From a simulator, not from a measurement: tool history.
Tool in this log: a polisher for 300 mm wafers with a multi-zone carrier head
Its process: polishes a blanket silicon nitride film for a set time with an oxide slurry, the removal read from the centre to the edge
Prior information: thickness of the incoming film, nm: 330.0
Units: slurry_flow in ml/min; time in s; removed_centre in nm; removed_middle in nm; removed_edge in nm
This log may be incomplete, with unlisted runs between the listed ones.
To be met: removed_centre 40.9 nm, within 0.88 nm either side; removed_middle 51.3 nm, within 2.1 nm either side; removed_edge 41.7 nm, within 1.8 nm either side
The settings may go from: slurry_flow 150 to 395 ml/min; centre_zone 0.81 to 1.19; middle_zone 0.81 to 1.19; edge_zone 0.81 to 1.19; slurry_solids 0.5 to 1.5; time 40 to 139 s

{"run": 1, "hour": 0.0, "slurry_flow": 250, "centre_zone": 1, "middle_zone": 1, "edge_zone": 1, "slurry_solids": 1, "time": 89, "removed_centre": 49.034, "removed_middle": 48.561, "removed_edge": 48.111}
{"run": 2, "hour": 8.0, "slurry_flow": 250, "centre_zone": 1, "middle_zone": 1, "edge_zone": 1, "slurry_solids": 1, "time": 68, "removed_centre": 37.093, "removed_middle": 37.039, "removed_edge": 35.594}
{"run": 3, "hour": 16.4, "slurry_flow": 275, "centre_zone": 1, "middle_zone": 1, "edge_zone": 1, "slurry_solids": 1, "time": 68, "removed_centre": 37.561, "removed_middle": 37.65, "removed_edge": 36.345}
{"run": 4, "hour": 23.0, "slurry_flow": 275, "centre_zone": 1.08, "middle_zone": 1, "edge_zone": 1, "slurry_solids": 1, "time": 68, "removed_centre": 40.639, "removed_middle": 37.369, "removed_edge": 36.833}
{"run": 5, "hour": 31.6, "slurry_flow": 275, "centre_zone": 1.05, "middle_zone": 1, "edge_zone": 1, "slurry_solids": 1, "time": 68, "removed_centre": 39.758, "removed_middle": 36.622, "removed_edge": 36.646}
{"run": 6, "hour": 40.3, "slurry_flow": 275, "centre_zone": 1.05, "middle_zone": 1, "edge_zone": 1, "slurry_solids": 1, "time": 86, "removed_centre": 49.735, "removed_middle": 46.335, "removed_edge": 46.363}
{"run": 7, "hour": 41.3, "slurry_flow": 265, "centre_zone": 1.01, "middle_zone": 1.03, "edge_zone": 0.98, "slurry_solids": 1, "time": 86, "removed_centre": 47.894, "removed_middle": 47.419, "removed_edge": 46.019}
{"run": 8, "hour": 43.1, "slurry_flow": 255, "centre_zone": 0.98, "middle_zone": 1.07, "edge_zone": 0.95, "slurry_solids": 1, "time": 86, "removed_centre": 46.028, "removed_middle": 50.111, "removed_edge": 44.702}
{"run": 9, "hour": 45.4, "slurry_flow": 245, "centre_zone": 0.96, "middle_zone": 1.08, "edge_zone": 0.94, "slurry_solids": 1, "time": 86, "removed_centre": 45.138, "removed_middle": 50.515, "removed_edge": 43.624}
{"run": 10, "hour": 51.2, "slurry_flow": 235, "centre_zone": 0.94, "middle_zone": 1.08, "edge_zone": 0.94, "slurry_solids": 1, "time": 86, "removed_centre": 43.493, "removed_middle": 49.55, "removed_edge": 44.384}
{"run": 11, "hour": 58.7, "slurry_flow": 225, "centre_zone": 0.93, "middle_zone": 1.1, "edge_zone": 0.92, "slurry_solids": 1, "time": 86, "removed_centre": 43.399, "removed_middle": 49.898, "removed_edge": 43.332}
{"run": 12, "hour": 63.5, "slurry_flow": 220, "centre_zone": 0.92, "middle_zone": 1.11, "edge_zone": 0.91, "slurry_solids": 1, "time": 86, "removed_centre": 42.275, "removed_middle": 50.706, "removed_edge": 42.936}
{"run": 13, "hour": 72.2, "slurry_flow": 215, "centre_zone": 0.92, "middle_zone": 1.12, "edge_zone": 0.9, "slurry_solids": 1, "time": 86, "removed_centre": 42.116, "removed_middle": 49.882, "removed_edge": 42.802}
{"run": 14, "hour": 73.3, "slurry_flow": 215, "centre_zone": 0.91, "middle_zone": 1.13, "edge_zone": 0.89, "slurry_solids": 1, "time": 86, "removed_centre": 41.606, "removed_middle": 50.298, "removed_edge": 43.753}

Next run, 5 choices. One meets every target within its allowed miss, the rest don't. Which?
{"run": "A", "hour": 74.4, "slurry_flow": 205, "centre_zone": 0.84, "middle_zone": 1, "edge_zone": 0.89, "slurry_solids": 1.1, "time": 88, "removed_centre": "?", "removed_middle": "?", "removed_edge": "?"}
{"run": "B", "hour": 74.4, "slurry_flow": 315, "centre_zone": 0.98, "middle_zone": 1.1, "edge_zone": 0.88, "slurry_solids": 0.85, "time": 87, "removed_centre": "?", "removed_middle": "?", "removed_edge": "?"}
{"run": "C", "hour": 74.4, "slurry_flow": 165, "centre_zone": 0.87, "middle_zone": 1.11, "edge_zone": 1, "slurry_solids": 1, "time": 92, "removed_centre": "?", "removed_middle": "?", "removed_edge": "?"}
{"run": "D", "hour": 74.4, "slurry_flow": 320, "centre_zone": 0.94, "middle_zone": 1.19, "edge_zone": 0.97, "slurry_solids": 0.9, "time": 82, "removed_centre": "?", "removed_middle": "?", "removed_edge": "?"}
{"run": "E", "hour": 74.4, "slurry_flow": 210, "centre_zone": 0.9, "middle_zone": 1.04, "edge_zone": 0.92, "slurry_solids": 1.15, "time": 85, "removed_centre": "?", "removed_middle": "?", "removed_edge": "?"}

move=A removed_centre=40.647 removed_middle=47.853 removed_edge=45.285
move=B removed_centre=43.98 removed_middle=47.721 removed_edge=40.862
move=C removed_centre=40.332 removed_middle=50.266 removed_edge=46.404
move=D removed_centre=41.038 removed_middle=49.657 removed_edge=41.506
move=E removed_centre=43.122 removed_middle=48.901 removed_edge=45.4
A: its largest miss is bigger than the last run's
B: corrects the largest miss of the last run, while another result sits out of spec
C: its largest miss is bigger than the last run's
D: every result within its allowed miss
E: its largest miss is bigger than the last run's
Answer: D
